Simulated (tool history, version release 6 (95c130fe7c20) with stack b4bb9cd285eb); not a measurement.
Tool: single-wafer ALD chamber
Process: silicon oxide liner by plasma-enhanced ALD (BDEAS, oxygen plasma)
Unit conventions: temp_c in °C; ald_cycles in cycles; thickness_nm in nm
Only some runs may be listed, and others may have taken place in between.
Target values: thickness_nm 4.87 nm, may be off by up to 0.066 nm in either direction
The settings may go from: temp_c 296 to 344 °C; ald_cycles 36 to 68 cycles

run  hour  temp_c  ald_cycles  thickness_nm
  1     0     320          52        4.5397
  2   1.1     320          57        4.9882
  3   5.6     320          54        4.7163
  4    11     327          54        4.6878
  5  16.2     332          54         4.633
  6  17.3     332          50        4.3034
  7  23.3     331          51        4.3876
  8  29.3     330          52        4.4705
  9  30.6     329          53        4.5737
 10  36.7     328          53          4.59
 11  41.3     327          53        4.5932
 12  48.1     326          53        4.5967
 13    49     325          53        4.5989
 14  57.7     324          53        4.5937
 15  64.4     323          55        4.7882
 16  66.3     322          55        4.8036
 17  73.7     321          55        4.8033

Exercise: of the 5 proposed moves below, exactly one satisfies all targets within the stated allowed misses. Which move is it?
  A  81.1     328          54             ?
  B  81.1     315          57             ?
  C  81.1     322          56             ?
  D  81.1     318          53             ?
  E  81.1     328          55             ?

move  thickness_nm
   A        4.6703
   B        5.0116
   C        4.8804
   D        4.6424
   E        4.7567
A: further off than the last run
B: takes the biggest miss from the last run beyond its target
C: every result within its allowed miss
D: further off than the last run
E: further off than the last run
The move that meets every target is C.
